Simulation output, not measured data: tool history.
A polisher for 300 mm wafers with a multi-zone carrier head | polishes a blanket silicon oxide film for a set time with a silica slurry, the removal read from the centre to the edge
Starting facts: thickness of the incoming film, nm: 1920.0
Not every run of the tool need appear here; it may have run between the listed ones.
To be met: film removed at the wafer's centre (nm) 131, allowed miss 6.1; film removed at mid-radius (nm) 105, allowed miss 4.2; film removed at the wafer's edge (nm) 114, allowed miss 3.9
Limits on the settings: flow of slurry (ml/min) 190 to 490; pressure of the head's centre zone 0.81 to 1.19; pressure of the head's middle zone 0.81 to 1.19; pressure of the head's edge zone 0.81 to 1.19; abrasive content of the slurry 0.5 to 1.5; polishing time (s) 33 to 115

run	hour	flow of slurry (ml/min)	pressure of the head's centre zone	pressure of the head's middle zone	pressure of the head's edge zone	abrasive content of the slurry	polishing time (s)	film removed at the wafer's centre (nm)	film removed at mid-radius (nm)	film removed at the wafer's edge (nm)
1	0	315	1	1	1	1	73	202.32	206.13	196.78
2	6.1	315	1	0.95	1	1	73	197.93	201.61	198.01
3	13	315	1.06	0.95	1	1	73	218.25	194.91	195.59
4	13.8	310	1.07	0.91	0.99	0.85	66	184.5	159.77	166.38
5	19.1	310	1.07	0.91	0.99	0.85	53	146.44	129.25	133.22
6	24.8	305	1.08	0.88	0.97	0.75	53	144.3	119.97	126.28
7	32.5	300	1.07	0.86	0.95	0.7	53	133.85	113.74	120.93
8	38.3	295	1.08	0.84	0.93	0.7	53	136.11	110.2	121.58
9	42	295	1.08	0.84	0.91	0.65	53	133.21	108.88	114.2

4 next moves are on the table. One of them brings every result within its allowed miss. Which?
A	45.7	190	1.12	0.83	0.94	0.55	57	?	?	?
B	45.7	300	1.08	0.94	0.84	0.6	56	?	?	?
C	45.7	280	1.08	0.9	0.87	0.55	56	?	?	?
D	45.7	450	1.13	0.89	0.93	0.55	55	?	?	?

move	film removed at the wafer's centre (nm)	film removed at mid-radius (nm)	film removed at the wafer's edge (nm)
A	134.9	105.43	113.9
B	137.7	121.64	112.93
C	132.12	113.14	110.33
D	140.44	113.57	114.37
A: each result inside its tolerance
B: moves away from the targets compared with the last run
C: moves away from the targets compared with the last run
D: moves away from the targets compared with the last run
So the answer is move A, the one that meets all the targets.
